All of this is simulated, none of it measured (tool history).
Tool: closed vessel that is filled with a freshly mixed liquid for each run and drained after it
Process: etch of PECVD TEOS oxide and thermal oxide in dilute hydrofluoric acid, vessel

run	hour	temperature setpoint of the liquid (K)	parts of water to one part of 49 % hydrofluoric acid (parts by volume)	time in the liquid (s)	thickness taken off the PECVD TEOS oxide on a monitor wafer (angstrom)	thickness taken off the thermal oxide on a monitor wafer (angstrom)
1	0	298.15	70	90	192.65	65.86
2	4	298.15	70	65	135.96	47.638
3	9.2	296.15	80	65	107.49	37.874
4	14.7	296.15	70	65	124.84	43.812
5	18.3	294.65	80	65	101.79	35.823
6	20.3	293.15	80	65	96.278	33.414
7	28	292.15	85	65	87.273	30.231
8	31	291.65	90	65	80.423	27.786
9	34.2	291.15	95	65	74.257	25.663

Run 10, settings as shown, results not yet in. Your forecast:
10	37.2	290.65	100	65	?	?

{"run 10": {"thickness taken off the PECVD TEOS oxide on a monitor wafer (angstrom)": 68.313, "thickness taken off the thermal oxide on a monitor wafer (angstrom)": 23.708}}
